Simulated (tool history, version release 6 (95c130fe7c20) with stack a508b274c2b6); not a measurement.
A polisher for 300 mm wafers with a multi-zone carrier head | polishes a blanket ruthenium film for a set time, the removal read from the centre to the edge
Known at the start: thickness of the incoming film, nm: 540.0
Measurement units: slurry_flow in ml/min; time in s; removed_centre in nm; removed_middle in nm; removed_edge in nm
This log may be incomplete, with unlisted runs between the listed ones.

run 1 hour=0 | slurry_flow=175 centre_zone=1 middle_zone=1 edge_zone=1 time=60 | removed_centre=75.312 removed_middle=74.288 removed_edge=78.15
run 2 hour=5 | slurry_flow=175 centre_zone=1 middle_zone=1.08 edge_zone=1 time=60 | removed_centre=75.91 removed_middle=78.739 removed_edge=76.726
run 3 hour=7.7 | slurry_flow=175 centre_zone=1 middle_zone=1.01 edge_zone=1 time=60 | removed_centre=76.137 removed_middle=75.76 removed_edge=78.191
run 4 hour=11.4 | slurry_flow=160 centre_zone=1 middle_zone=1.01 edge_zone=1 time=60 | removed_centre=74.142 removed_middle=73.378 removed_edge=76.025
run 5 hour=16.2 | slurry_flow=160 centre_zone=1 middle_zone=0.93 edge_zone=1 time=60 | removed_centre=75.152 removed_middle=68.465 removed_edge=75.924
run 6 hour=24.3 | slurry_flow=155 centre_zone=0.98 middle_zone=0.94 edge_zone=0.98 time=58 | removed_centre=70.555 removed_middle=66.452 removed_edge=72.48
run 7 hour=33.3 | slurry_flow=150 centre_zone=0.96 middle_zone=0.95 edge_zone=0.96 time=56 | removed_centre=66.814 removed_middle=64.961 removed_edge=69.824
run 8 hour=37.6 | slurry_flow=145 centre_zone=0.95 middle_zone=0.97 edge_zone=0.94 time=54 | removed_centre=63.551 removed_middle=63.9 removed_edge=65.963
run 9 hour=41.6 | slurry_flow=140 centre_zone=0.94 middle_zone=0.98 edge_zone=0.93 time=52 | removed_centre=59.678 removed_middle=61.241 removed_edge=62.819
run 10 hour=42.2 | slurry_flow=135 centre_zone=0.93 middle_zone=0.99 edge_zone=0.92 time=51 | removed_centre=57.908 removed_middle=60.013 removed_edge=60.804
run 11 hour=45.6 | slurry_flow=130 centre_zone=0.92 middle_zone=1 edge_zone=0.91 time=50 | removed_centre=55.931 removed_middle=59.18 removed_edge=59.411
run 12 hour=51.5 | slurry_flow=130 centre_zone=0.91 middle_zone=1.01 edge_zone=0.9 time=49 | removed_centre=54.476 removed_middle=58.86 removed_edge=57.765
run 13 hour=58.5 | slurry_flow=130 centre_zone=0.9 middle_zone=1.01 edge_zone=0.89 time=48 | removed_centre=52.844 removed_middle=57.122 removed_edge=56.897
run 14 hour=60.7 | slurry_flow=125 centre_zone=0.9 middle_zone=1.02 edge_zone=0.88 time=47 | removed_centre=51.153 removed_middle=56.371 removed_edge=55.515

What will run 15 give?
run 15 hour=68.9 | slurry_flow=125 centre_zone=0.9 middle_zone=1.03 edge_zone=0.87 time=46 | removed_centre=? removed_middle=? removed_edge=?

removed_centre: 49.825 nm
removed_middle: 55.029 nm
removed_edge: 54.207 nm

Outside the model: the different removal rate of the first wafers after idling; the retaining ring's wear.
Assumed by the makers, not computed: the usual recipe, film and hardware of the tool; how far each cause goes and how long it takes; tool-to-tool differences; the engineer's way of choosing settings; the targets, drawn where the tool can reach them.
